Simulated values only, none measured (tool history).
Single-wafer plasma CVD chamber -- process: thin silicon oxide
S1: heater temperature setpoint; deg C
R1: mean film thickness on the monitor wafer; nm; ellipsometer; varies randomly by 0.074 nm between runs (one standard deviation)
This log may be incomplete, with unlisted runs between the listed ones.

run 1 hour=0.0 | S1=415 chamber_pressure_(Torr)=0.643 RF_power_(W)=260 deposition_time_(s)=14.0 | R1=18.546
run 2 hour=5.4 | S1=415 chamber_pressure_(Torr)=0.643 RF_power_(W)=260 deposition_time_(s)=14.5 | R1=19.186
run 3 hour=7.2 | S1=415 chamber_pressure_(Torr)=0.665 RF_power_(W)=260 deposition_time_(s)=14.5 | R1=19.867
run 4 hour=13.2 | S1=415 chamber_pressure_(Torr)=0.683 RF_power_(W)=260 deposition_time_(s)=14.5 | R1=20.362
run 5 hour=14.7 | S1=423 chamber_pressure_(Torr)=0.683 RF_power_(W)=260 deposition_time_(s)=14.5 | R1=20.258
run 6 hour=19.2 | S1=423 chamber_pressure_(Torr)=0.683 RF_power_(W)=225 deposition_time_(s)=14.5 | R1=18.153
run 7 hour=26.3 | S1=420 chamber_pressure_(Torr)=0.711 RF_power_(W)=225 deposition_time_(s)=14.5 | R1=18.869
run 8 hour=29.4 | S1=420 chamber_pressure_(Torr)=0.739 RF_power_(W)=225 deposition_time_(s)=14.5 | R1=19.582
run 9 hour=36.2 | S1=420 chamber_pressure_(Torr)=0.762 RF_power_(W)=225 deposition_time_(s)=14.5 | R1=20.111
run 10 hour=41.9 | S1=420 chamber_pressure_(Torr)=0.782 RF_power_(W)=225 deposition_time_(s)=14.5 | R1=20.629
run 11 hour=43.1 | S1=420 chamber_pressure_(Torr)=0.797 RF_power_(W)=225 deposition_time_(s)=14.5 | R1=20.852

Expected results for the next run?
run 12 hour=45.8 | S1=420 chamber_pressure_(Torr)=0.812 RF_power_(W)=225 deposition_time_(s)=14.5 | R1=?

Logged for run 12: R1 21.315 nm.
